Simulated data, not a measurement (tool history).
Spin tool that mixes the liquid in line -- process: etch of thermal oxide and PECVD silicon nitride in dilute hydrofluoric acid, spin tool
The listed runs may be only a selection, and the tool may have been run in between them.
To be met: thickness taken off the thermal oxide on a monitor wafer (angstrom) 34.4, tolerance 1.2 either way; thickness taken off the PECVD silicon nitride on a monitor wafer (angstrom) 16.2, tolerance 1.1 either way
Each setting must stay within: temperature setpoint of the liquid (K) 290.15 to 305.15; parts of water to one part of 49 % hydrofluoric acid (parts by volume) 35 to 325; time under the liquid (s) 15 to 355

| run | hour | temperature setpoint of the liquid (K) | parts of water to one part of 49 % hydrofluoric acid (parts by volume) | time under the liquid (s) | thickness taken off the thermal oxide on a monitor wafer (angstrom) | thickness taken off the PECVD silicon nitride on a monitor wafer (angstrom) |
|---|---|---|---|---|---|---|
| 1 | 0 | 297.15 | 180 | 180 | 41.161 | 17.862 |
| 2 | 4.3 | 294.15 | 180 | 180 | 36.605 | 14.084 |
| 3 | 10.3 | 295.15 | 190 | 180 | 35.671 | 15.014 |
| 4 | 14.6 | 295.15 | 190 | 215 | 42.349 | 17.073 |
| 5 | 15.9 | 295.65 | 205 | 215 | 39.559 | 16.328 |
| 6 | 21.4 | 296.65 | 215 | 215 | 38.722 | 16.585 |
| 7 | 27.4 | 297.15 | 225 | 215 | 37.434 | 16.539 |
| 8 | 32.6 | 297.65 | 230 | 215 | 37.45 | 16.689 |
| 9 | 40.4 | 298.15 | 235 | 215 | 36.371 | 17.456 |

4 candidate next runs follow, results not yet known. Just one meets every target within its allowed miss. Identify it.
| A | 48.2 | 295.65 | 220 | 225 | ? | ? |
| B | 48.2 | 300.15 | 190 | 145 | ? | ? |
| C | 48.2 | 302.15 | 325 | 255 | ? | ? |
| D | 48.2 | 297.15 | 260 | 270 | ? | ? |

| move | thickness taken off the thermal oxide on a monitor wafer (angstrom) | thickness taken off the PECVD silicon nitride on a monitor wafer (angstrom) |
|---|---|---|
| A | 37.965 | 15.686 |
| B | 34.502 | 15.507 |
| C | 32.709 | 17.837 |
| D | 39.092 | 17.54 |
A: further off than the last run
B: every result lands within tolerance
C: moves the result that the last run missed by most past its target, out the other side
D: further off than the last run
Go with B: it meets all targets.

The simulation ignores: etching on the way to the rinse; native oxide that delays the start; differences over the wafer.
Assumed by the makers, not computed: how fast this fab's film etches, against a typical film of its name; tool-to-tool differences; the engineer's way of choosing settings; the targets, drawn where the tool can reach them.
